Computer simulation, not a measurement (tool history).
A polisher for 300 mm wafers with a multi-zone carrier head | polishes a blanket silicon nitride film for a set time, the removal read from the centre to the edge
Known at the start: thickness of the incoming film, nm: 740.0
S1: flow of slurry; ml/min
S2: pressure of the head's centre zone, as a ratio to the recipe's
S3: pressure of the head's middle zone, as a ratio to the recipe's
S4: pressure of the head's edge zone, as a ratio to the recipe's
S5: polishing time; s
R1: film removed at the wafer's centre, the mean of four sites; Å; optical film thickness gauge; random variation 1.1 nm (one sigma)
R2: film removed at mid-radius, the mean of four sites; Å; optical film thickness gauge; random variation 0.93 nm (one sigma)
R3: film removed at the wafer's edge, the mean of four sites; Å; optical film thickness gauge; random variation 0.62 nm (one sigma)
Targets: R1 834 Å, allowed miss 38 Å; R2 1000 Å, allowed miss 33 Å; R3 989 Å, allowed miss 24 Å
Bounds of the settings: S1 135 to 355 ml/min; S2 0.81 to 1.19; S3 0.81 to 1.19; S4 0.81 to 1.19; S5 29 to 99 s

run	day	S1	S2	S3	S4	S5	R1	R2	R3
1	0	225	1	1	1	64	1292.6	1283.6	1309.2
2	0.029	220	0.98	1	0.99	62	1228.7	1238.9	1260.3
3	0.212	220	0.98	1	0.99	69	1388.5	1377.5	1410.8
4	0.521	215	0.96	1	0.98	66	1267.2	1321.3	1307.1
5	0.567	205	0.94	0.99	0.98	64	1180.7	1282.6	1277.4
6	0.6	205	1.01	0.99	0.98	64	1271.1	1287.8	1291
7	0.808	200	0.99	0.97	0.97	62	1234.9	1196.6	1225.1
8	1.025	195	0.97	0.97	0.97	61	1162.7	1157.7	1209.5
9	1.058	195	0.97	0.97	0.97	61	1141.1	1178.3	1201.8
10	1.192	190	0.95	0.96	0.95	60	1111.2	1146.9	1168.6
11	1.304	185	0.93	0.96	0.94	59	1053.9	1115	1147.8
12	1.438	180	0.92	0.96	0.93	58	1023.5	1094.7	1102.1
13	1.7	175	0.91	0.96	0.92	58	1020.9	1090.8	1102
14	1.938	170	0.9	0.96	0.92	57	950.93	1055	1084.6
15	2.308	170	0.89	0.96	0.91	57	963.27	1072.8	1069.6

Which of these 5 next moves meets every target?
A	2.679	225	0.81	0.96	0.9	51	?	?	?
B	2.679	190	0.94	0.82	0.81	55	?	?	?
C	2.679	170	0.9	0.94	0.93	55	?	?	?
D	2.679	180	0.96	0.87	0.94	63	?	?	?
E	2.679	235	0.93	0.85	0.84	60	?	?	?

move	R1	R2	R3
A	824.25	992.84	994.7
B	1002	927.19	1005.3
C	937.94	1005.2	1052.6
D	1160.2	1098.3	1222.3
E	1121.4	1072.4	1140.9
A: meets every target
B: further off than the last run
C: nearer than the last run, and not there yet
D: further off than the last run
E: further off than the last run
Answer: A
